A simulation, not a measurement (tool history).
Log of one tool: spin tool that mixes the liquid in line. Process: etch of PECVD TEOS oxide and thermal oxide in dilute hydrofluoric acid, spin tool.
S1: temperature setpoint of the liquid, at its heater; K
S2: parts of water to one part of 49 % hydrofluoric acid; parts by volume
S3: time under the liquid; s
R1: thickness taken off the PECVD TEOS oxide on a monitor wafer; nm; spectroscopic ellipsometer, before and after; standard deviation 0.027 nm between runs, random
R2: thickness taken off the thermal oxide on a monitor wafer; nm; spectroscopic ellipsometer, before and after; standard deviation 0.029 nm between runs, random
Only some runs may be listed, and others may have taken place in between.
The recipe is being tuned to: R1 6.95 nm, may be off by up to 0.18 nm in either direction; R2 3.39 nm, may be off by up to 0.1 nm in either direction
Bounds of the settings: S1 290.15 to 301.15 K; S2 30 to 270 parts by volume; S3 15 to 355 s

run  hour      S1   S2   S3      R1      R2
  1     0  293.15  150  180   10.01  4.7729
  2   2.5  291.65  150  180  9.3932  4.5413
  3   3.5  291.15  160  180  8.5609  4.1667
  4  10.4  290.15  160  180   8.229  4.0186
  5  18.7  290.15  160  180  8.2306  4.0024
  6  22.9  292.15  160  180  8.9405  4.4071
  7  29.4  291.65  165  180  8.4073  4.1452
  8  31.9  291.15  170  180  7.9981  3.8842
  9  37.1  290.65  175  180  7.5339  3.6611
 10  37.7  290.15  180  180  7.1522  3.4489

4 next moves are on the table. One of them brings every result within its allowed miss. Which?
  A  38.3  290.15  155  145   ?   ?
  B  38.3  290.15  240  230   ?   ?
  C  38.3  290.15  220  235   ?   ?
  D  38.3  290.15  180  185   ?   ?

move      R1      R2
   A  6.8823  3.3534
   B  6.5206  3.1771
   C  7.3983  3.6048
   D   7.384  3.5979
A: all results land within tolerance of their targets
B: carries the result that was furthest off beyond its target, to the other side
C: further off than the last run
D: further off than the last run
Correct choice: A, which meets every target
